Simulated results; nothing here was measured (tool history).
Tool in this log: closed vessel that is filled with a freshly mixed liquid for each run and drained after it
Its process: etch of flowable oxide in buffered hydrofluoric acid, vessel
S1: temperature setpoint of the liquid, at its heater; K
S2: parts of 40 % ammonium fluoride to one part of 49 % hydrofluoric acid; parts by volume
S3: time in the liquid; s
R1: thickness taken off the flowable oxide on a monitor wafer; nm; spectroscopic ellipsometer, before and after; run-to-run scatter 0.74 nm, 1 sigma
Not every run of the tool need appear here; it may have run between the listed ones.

run  hour      S1    S2  S3      R1
  1   0.0  297.15  17.0  30  45.137
  2   3.8  295.65  17.0  30  41.397
  3   8.3  295.65  17.0  30  40.944
  4  14.8  298.15  16.5  30  48.963
  5  23.4  298.15  11.5  30  68.973
  6  24.3  298.15   8.0  30  96.537
  7  32.5  297.15   8.0  30  92.219
  8  38.6  296.65   8.0  30  89.740

Expected results for the next run?
  9  42.6  296.15  8.0  30   ?

R1: 86.638 nm

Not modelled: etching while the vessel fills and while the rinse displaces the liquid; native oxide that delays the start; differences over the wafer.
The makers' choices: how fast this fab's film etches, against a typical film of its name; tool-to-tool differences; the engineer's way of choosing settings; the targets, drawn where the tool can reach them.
